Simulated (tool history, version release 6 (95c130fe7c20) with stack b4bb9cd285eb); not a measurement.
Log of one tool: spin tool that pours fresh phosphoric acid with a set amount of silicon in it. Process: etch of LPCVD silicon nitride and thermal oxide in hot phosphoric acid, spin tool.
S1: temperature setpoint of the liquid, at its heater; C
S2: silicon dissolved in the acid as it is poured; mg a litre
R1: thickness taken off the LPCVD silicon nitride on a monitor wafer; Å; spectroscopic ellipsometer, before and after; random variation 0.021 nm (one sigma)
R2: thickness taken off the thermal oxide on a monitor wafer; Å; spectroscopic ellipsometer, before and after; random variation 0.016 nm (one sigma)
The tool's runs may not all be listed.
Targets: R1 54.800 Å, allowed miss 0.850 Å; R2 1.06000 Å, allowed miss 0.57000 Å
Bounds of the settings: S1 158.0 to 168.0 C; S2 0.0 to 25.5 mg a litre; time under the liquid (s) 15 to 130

run 1 day=0.000 | S1=163.0 S2=11.0 time_under_the_liquid_(s)=65 | R1=60.352 R2=1.56320
run 2 day=0.271 | S1=163.0 S2=11.0 time_under_the_liquid_(s)=40 | R1=37.309 R2=0.94642
run 3 day=0.579 | S1=164.0 S2=13.5 time_under_the_liquid_(s)=45 | R1=43.457 R2=1.07320
run 4 day=0.762 | S1=164.0 S2=16.5 time_under_the_liquid_(s)=45 | R1=43.240 R2=1.27330
run 5 day=0.996 | S1=164.0 S2=16.5 time_under_the_liquid_(s)=25 | R1=23.989 R2=0.58861
run 6 day=1.033 | S1=165.0 S2=12.5 time_under_the_liquid_(s)=30 | R1=29.967 R2=0.88953
run 7 day=1.221 | S1=165.0 S2=10.5 time_under_the_liquid_(s)=35 | R1=34.858 R2=0.80657
run 8 day=1.542 | S1=165.5 S2=8.5 time_under_the_liquid_(s)=40 | R1=40.312 R2=1.27490
run 9 day=1.875 | S1=165.5 S2=6.5 time_under_the_liquid_(s)=40 | R1=40.411 R2=1.39110
run 10 day=2.046 | S1=165.5 S2=6.5 time_under_the_liquid_(s)=45 | R1=45.350 R2=1.49150
run 11 day=2.300 | S1=165.5 S2=5.0 time_under_the_liquid_(s)=45 | R1=45.385 R2=1.68810
run 12 day=2.579 | S1=165.5 S2=6.0 time_under_the_liquid_(s)=45 | R1=45.487 R2=1.49840
run 13 day=2.821 | S1=165.5 S2=5.0 time_under_the_liquid_(s)=45 | R1=45.451 R2=1.67280
run 14 day=3.158 | S1=165.5 S2=6.0 time_under_the_liquid_(s)=45 | R1=45.470 R2=1.60550
run 15 day=3.454 | S1=165.5 S2=5.5 time_under_the_liquid_(s)=50 | R1=50.827 R2=1.70040
run 16 day=3.638 | S1=166.0 S2=6.5 time_under_the_liquid_(s)=50 | R1=51.149 R2=1.87100

4 next moves are on the table. One of them brings every result within its allowed miss. Which?
run A day=3.821 | S1=160.0 S2=18.5 time_under_the_liquid_(s)=65 | R1=? R2=?
run B day=3.821 | S1=161.5 S2=18.0 time_under_the_liquid_(s)=60 | R1=? R2=?
run C day=3.821 | S1=159.0 S2=16.0 time_under_the_liquid_(s)=65 | R1=? R2=?
run D day=3.821 | S1=163.5 S2=15.0 time_under_the_liquid_(s)=55 | R1=? R2=?

move=A R1=54.718 R2=0.67758
move=B R1=53.110 R2=0.70829
move=C R1=52.907 R2=0.67216
move=D R1=52.026 R2=0.81265
A: meets every target
B: nearer than the last run, and not there yet
C: nearer than the last run, and not there yet
D: nearer than the last run, and not there yet
Move A is the one to make.

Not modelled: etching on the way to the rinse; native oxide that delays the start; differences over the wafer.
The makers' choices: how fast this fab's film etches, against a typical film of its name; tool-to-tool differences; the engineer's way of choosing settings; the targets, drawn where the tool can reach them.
